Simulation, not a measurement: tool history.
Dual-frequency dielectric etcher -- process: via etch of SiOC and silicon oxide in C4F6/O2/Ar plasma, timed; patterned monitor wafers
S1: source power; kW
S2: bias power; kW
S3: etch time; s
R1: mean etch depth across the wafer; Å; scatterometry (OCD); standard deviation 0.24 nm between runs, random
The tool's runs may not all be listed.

Run 1, hour 0: S1 0.4 kW, S2 0.23 kW, S3 104 s. Result: R1 1283.6 Å.
Run 2, hour 4.4: S1 0.38 kW, S2 0.226 kW, S3 104 s. Result: R1 1257.9 Å.
Run 3, hour 11.4: S1 0.36 kW, S2 0.221 kW, S3 104 s. Result: R1 1226.2 Å.
Run 4, hour 17.6: S1 0.35 kW, S2 0.217 kW, S3 104 s. Result: R1 1200.8 Å.
Run 5, hour 24.3: S1 0.4 kW, S2 0.217 kW, S3 104 s. Result: R1 1257.9 Å.
Run 6, hour 27.3: S1 0.38 kW, S2 0.214 kW, S3 104 s. Result: R1 1227.3 Å.
Run 7, hour 34.4: S1 0.36 kW, S2 0.212 kW, S3 104 s. Result: R1 1206.7 Å.
Run 8, hour 39.4: S1 0.36 kW, S2 0.212 kW, S3 104 s. Result: R1 1206.9 Å.

The next listed run, before its measurement:
Run 9, hour 42.8: S1 0.35 kW, S2 0.21 kW, S3 104 s. Result: R1 ?.

{"run 9": {"R1": 1188.9}}
